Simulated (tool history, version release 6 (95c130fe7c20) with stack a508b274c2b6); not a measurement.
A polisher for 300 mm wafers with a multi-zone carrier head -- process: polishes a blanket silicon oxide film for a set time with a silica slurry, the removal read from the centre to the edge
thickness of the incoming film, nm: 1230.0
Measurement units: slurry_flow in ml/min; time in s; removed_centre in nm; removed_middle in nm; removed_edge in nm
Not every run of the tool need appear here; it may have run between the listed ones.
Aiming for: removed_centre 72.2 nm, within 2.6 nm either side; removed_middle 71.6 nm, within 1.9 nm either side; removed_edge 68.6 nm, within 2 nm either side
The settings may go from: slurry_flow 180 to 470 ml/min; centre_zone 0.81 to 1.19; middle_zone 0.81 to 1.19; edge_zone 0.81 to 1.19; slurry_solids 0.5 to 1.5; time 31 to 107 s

run    day  slurry_flow  centre_zone  middle_zone  edge_zone  slurry_solids  time  removed_centre  removed_middle  removed_edge
  1      0          300            1            1          1              1    69          129.46          134.96        137.74
  2  0.108          300            1            1          1              1    59          112.67          116.03        117.88
  3  0.308          300            1         1.03          1              1    59          113.22          118.19        115.67
  4  0.475          330            1         1.03          1              1    59          114.56          119.89        115.46
  5  0.625          330            1         1.03          1              1    49          93.442          99.474        99.705
  6   0.65          330         1.02         1.03       0.96           0.85    47           84.55          89.176        85.915
  7  0.925          330         1.04         1.01       0.93           0.75    47          82.273          82.745        79.042
  8   1.25          285         0.97         0.92       0.83           0.65    47          72.224          70.518         70.25

Pick the move, out of 4, that brings all results within their allowed miss; only one does.
  A  1.575          275         0.96         0.92       0.84            0.8    44               ?               ?             ?
  B  1.575          290            1         0.88       0.81           0.65    46               ?               ?             ?
  C  1.575          180         1.02         0.97       0.81           0.75    46               ?               ?             ?
  D  1.575          305          0.9         0.83        0.9           0.65    49               ?               ?             ?

move  removed_centre  removed_middle  removed_edge
   A           72.32           71.81        73.865
   B           71.61          66.335        69.619
   C          71.665          71.407        70.312
   D           70.66           67.73        78.114
A: misses by more than the last run did
B: puts the biggest miss on target and leaves a different result outside tolerance
C: each result inside its tolerance
D: misses by more than the last run did
Correct choice: C, which meets every target

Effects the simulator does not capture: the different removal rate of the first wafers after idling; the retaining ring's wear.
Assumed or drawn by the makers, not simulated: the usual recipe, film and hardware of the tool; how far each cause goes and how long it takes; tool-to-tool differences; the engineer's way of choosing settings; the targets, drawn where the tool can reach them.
